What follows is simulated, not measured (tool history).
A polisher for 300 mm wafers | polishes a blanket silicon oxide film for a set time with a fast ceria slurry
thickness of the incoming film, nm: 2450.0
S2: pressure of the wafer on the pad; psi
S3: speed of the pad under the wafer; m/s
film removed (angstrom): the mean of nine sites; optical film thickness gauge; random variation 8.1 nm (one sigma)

Run 1, day 0.000: flow of slurry (ml/min) 200, S2 1.9 psi, S3 1.24 m/s, polishing time (s) 76. Result: film removed (angstrom) 9919.4.
Run 2, day 0.321: flow of slurry (ml/min) 200, S2 2.2 psi, S3 1.24 m/s, polishing time (s) 76. Result: film removed (angstrom) 11667.0.
Run 3, day 0.467: flow of slurry (ml/min) 200, S2 2.0 psi, S3 1.24 m/s, polishing time (s) 76. Result: film removed (angstrom) 10461.0.
Run 4, day 0.783: flow of slurry (ml/min) 200, S2 1.8 psi, S3 1.24 m/s, polishing time (s) 76. Result: film removed (angstrom) 9393.2.
Run 5, day 0.925: flow of slurry (ml/min) 200, S2 1.7 psi, S3 1.24 m/s, polishing time (s) 76. Result: film removed (angstrom) 8980.3.
Run 6, day 1.171: flow of slurry (ml/min) 200, S2 1.6 psi, S3 1.24 m/s, polishing time (s) 76. Result: film removed (angstrom) 8625.6.
Run 7, day 1.500: flow of slurry (ml/min) 200, S2 1.5 psi, S3 1.24 m/s, polishing time (s) 76. Result: film removed (angstrom) 8032.6.
At day 1.538: worn pad replaced by a new one.
Run 8, day 1.538: flow of slurry (ml/min) 195, S2 1.4 psi, S3 1.24 m/s, polishing time (s) 76. Result: film removed (angstrom) 8185.8.

Run 9 comes next. What will it give?
Run 9, day 1.908: flow of slurry (ml/min) 200, S2 1.3 psi, S3 1.24 m/s, polishing time (s) 76. Result: film removed (angstrom) ?.

{"run 9": {"film removed (angstrom)": 7668.6}}

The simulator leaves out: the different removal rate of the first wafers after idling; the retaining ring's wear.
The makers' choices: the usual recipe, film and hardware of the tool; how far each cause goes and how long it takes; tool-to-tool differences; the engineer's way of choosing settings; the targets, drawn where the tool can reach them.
